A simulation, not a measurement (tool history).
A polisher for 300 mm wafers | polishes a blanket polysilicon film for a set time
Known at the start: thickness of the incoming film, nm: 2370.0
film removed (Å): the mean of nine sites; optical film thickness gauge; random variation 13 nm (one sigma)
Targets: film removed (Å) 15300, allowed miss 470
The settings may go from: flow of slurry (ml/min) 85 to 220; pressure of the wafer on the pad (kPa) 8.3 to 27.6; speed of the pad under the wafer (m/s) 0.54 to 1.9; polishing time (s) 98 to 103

run	hour	flow of slurry (ml/min)	pressure of the wafer on the pad (kPa)	speed of the pad under the wafer (m/s)	polishing time (s)	film removed (Å)
1	0	140	17.9	1.22	98	9963.7
2	8.7	140	17.9	1.22	98	9673.2
3	11.2	140	15.9	1.22	98	8774.6
4	14.9	145	17.2	1.22	98	9536.6
5	17.8	150	17.9	1.22	98	9961.7
6	21.4	185	17.9	1.22	98	10396
7	28.5	200	22.8	1.24	98	13103
8	35.2	200	23.4	1.24	98	13579
9	42.5	200	24.8	1.24	98	14374
10	43.3	205	25.5	1.24	98	14750

4 next moves are on the table. One of them brings every result within its allowed miss. Which?
A	44.1	195	24.1	1.3	98	?
B	44.1	175	24.8	1.18	103	?
C	44.1	140	24.1	1.36	103	?
D	44.1	200	25.5	1.2	98	?

move	film removed (Å)
A	14438
B	13954
C	14991
D	14118
A: further off than the last run
B: further off than the last run
C: meets every target
D: further off than the last run
Answer: C
